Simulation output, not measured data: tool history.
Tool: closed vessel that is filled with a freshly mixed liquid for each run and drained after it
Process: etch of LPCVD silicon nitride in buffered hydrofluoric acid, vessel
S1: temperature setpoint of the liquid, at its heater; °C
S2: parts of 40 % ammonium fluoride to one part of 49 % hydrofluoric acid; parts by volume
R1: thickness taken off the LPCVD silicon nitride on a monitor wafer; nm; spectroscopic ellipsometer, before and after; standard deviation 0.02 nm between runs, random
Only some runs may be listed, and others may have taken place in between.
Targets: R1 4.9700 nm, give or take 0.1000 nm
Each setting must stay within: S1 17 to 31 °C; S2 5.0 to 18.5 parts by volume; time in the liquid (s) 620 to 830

run 1 hour=0.0 | S1=23 S2=11.5 time_in_the_liquid_(s)=830 | R1=9.3270
run 2 hour=5.6 | S1=23 S2=11.5 time_in_the_liquid_(s)=830 | R1=9.3774
run 3 hour=7.7 | S1=23 S2=11.5 time_in_the_liquid_(s)=620 | R1=7.0031
run 4 hour=17.3 | S1=22 S2=11.5 time_in_the_liquid_(s)=620 | R1=6.6205
run 5 hour=22.9 | S1=22 S2=10.0 time_in_the_liquid_(s)=620 | R1=7.5845
run 6 hour=28.2 | S1=21 S2=10.0 time_in_the_liquid_(s)=620 | R1=7.1555
run 7 hour=33.2 | S1=21 S2=10.0 time_in_the_liquid_(s)=620 | R1=7.2079
run 8 hour=41.2 | S1=20 S2=10.0 time_in_the_liquid_(s)=620 | R1=6.8274
run 9 hour=45.1 | S1=20 S2=10.0 time_in_the_liquid_(s)=620 | R1=6.8050
run 10 hour=54.9 | S1=17 S2=12.0 time_in_the_liquid_(s)=620 | R1=4.8323

Of the 5 settings listed for the next run, only one would bring every result within its allowed miss of target. Which one?
run A hour=64.7 | S1=17 S2=14.0 time_in_the_liquid_(s)=795 | R1=?
run B hour=64.7 | S1=17 S2=13.0 time_in_the_liquid_(s)=725 | R1=?
run C hour=64.7 | S1=17 S2=12.5 time_in_the_liquid_(s)=665 | R1=?
run D hour=64.7 | S1=17 S2=14.5 time_in_the_liquid_(s)=725 | R1=?
run E hour=64.7 | S1=17 S2=12.5 time_in_the_liquid_(s)=695 | R1=?

move=A R1=5.2939
move=B R1=5.1921
move=C R1=4.9491
move=D R1=4.6640
move=E R1=5.1724
A: pushes the last run's worst result past its target
B: pushes the last run's worst result past its target
C: every result within its allowed miss
D: moves away from the targets compared with the last run
E: pushes the last run's worst result past its target
The right move is C.

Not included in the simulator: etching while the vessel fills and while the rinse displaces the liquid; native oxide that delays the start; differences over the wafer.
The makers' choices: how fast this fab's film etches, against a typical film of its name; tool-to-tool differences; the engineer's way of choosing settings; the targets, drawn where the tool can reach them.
